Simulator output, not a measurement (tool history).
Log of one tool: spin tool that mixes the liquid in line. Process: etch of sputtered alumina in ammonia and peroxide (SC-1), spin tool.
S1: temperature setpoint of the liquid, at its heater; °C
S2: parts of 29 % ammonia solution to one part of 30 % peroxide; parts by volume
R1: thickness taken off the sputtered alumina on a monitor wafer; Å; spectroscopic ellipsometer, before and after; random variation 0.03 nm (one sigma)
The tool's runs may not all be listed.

Run 1, hour 0.0: S1 62.0 °C, S2 0.75 parts by volume, time under the liquid (s) 75. Result: R1 75.580 Å.
Run 2, hour 0.8: S1 61.5 °C, S2 0.75 parts by volume, time under the liquid (s) 75. Result: R1 74.012 Å.
Run 3, hour 4.6: S1 61.0 °C, S2 0.75 parts by volume, time under the liquid (s) 75. Result: R1 71.850 Å.
Run 4, hour 9.6: S1 61.0 °C, S2 0.75 parts by volume, time under the liquid (s) 80. Result: R1 76.721 Å.
Run 5, hour 11.8: S1 61.0 °C, S2 0.75 parts by volume, time under the liquid (s) 80. Result: R1 76.872 Å.
Run 6, hour 16.5: S1 61.0 °C, S2 0.60 parts by volume, time under the liquid (s) 80. Result: R1 75.125 Å.
Run 7, hour 23.5: S1 60.5 °C, S2 0.60 parts by volume, time under the liquid (s) 80. Result: R1 72.652 Å.
Run 8, hour 24.6: S1 60.0 °C, S2 0.60 parts by volume, time under the liquid (s) 80. Result: R1 71.853 Å.

The next listed run, before its measurement:
Run 9, hour 30.9: S1 59.5 °C, S2 0.60 parts by volume, time under the liquid (s) 80. Result: R1 ?.

Run 9 gave R1 69.715 Å.

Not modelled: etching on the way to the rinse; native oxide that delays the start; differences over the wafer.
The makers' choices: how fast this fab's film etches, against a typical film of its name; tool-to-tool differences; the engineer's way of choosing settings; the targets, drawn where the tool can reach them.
